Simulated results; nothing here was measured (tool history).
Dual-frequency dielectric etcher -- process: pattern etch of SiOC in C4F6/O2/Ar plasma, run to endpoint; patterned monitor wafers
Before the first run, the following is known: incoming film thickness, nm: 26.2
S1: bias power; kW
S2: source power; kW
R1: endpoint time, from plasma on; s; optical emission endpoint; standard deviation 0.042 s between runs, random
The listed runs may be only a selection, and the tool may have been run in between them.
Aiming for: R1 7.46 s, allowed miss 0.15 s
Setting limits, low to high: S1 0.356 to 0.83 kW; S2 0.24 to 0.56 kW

{"run": 1, "hour": 0.0, "S1": 0.593, "S2": 0.4, "R1": 8.4053}
{"run": 2, "hour": 7.1, "S1": 0.64, "S2": 0.41, "R1": 8.098}
{"run": 3, "hour": 11.5, "S1": 0.64, "S2": 0.37, "R1": 8.348}
{"run": 4, "hour": 17.8, "S1": 0.554, "S2": 0.37, "R1": 8.9461}
{"run": 5, "hour": 20.4, "S1": 0.618, "S2": 0.38, "R1": 8.371}
{"run": 6, "hour": 24.0, "S1": 0.618, "S2": 0.35, "R1": 8.7072}
{"run": 7, "hour": 32.4, "S1": 0.675, "S2": 0.36, "R1": 8.2657}
{"run": 8, "hour": 38.5, "S1": 0.714, "S2": 0.36, "R1": 8.0084}
{"run": 9, "hour": 43.2, "S1": 0.74, "S2": 0.36, "R1": 8.0359}
{"run": 10, "hour": 47.3, "S1": 0.764, "S2": 0.37, "R1": 7.7583}

Which of these 4 next moves meets every target?
{"run": "A", "hour": 51.4, "S1": 0.78, "S2": 0.4, "R1": "?"}
{"run": "B", "hour": 51.4, "S1": 0.727, "S2": 0.37, "R1": "?"}
{"run": "C", "hour": 51.4, "S1": 0.768, "S2": 0.31, "R1": "?"}
{"run": "D", "hour": 51.4, "S1": 0.728, "S2": 0.33, "R1": "?"}

move=A R1=7.3803
move=B R1=7.8763
move=C R1=8.2997
move=D R1=8.2728
A: all results land within tolerance of their targets
B: the biggest miss grows against the last run
C: the biggest miss grows against the last run
D: the biggest miss grows against the last run
Correct choice: A, which meets every target
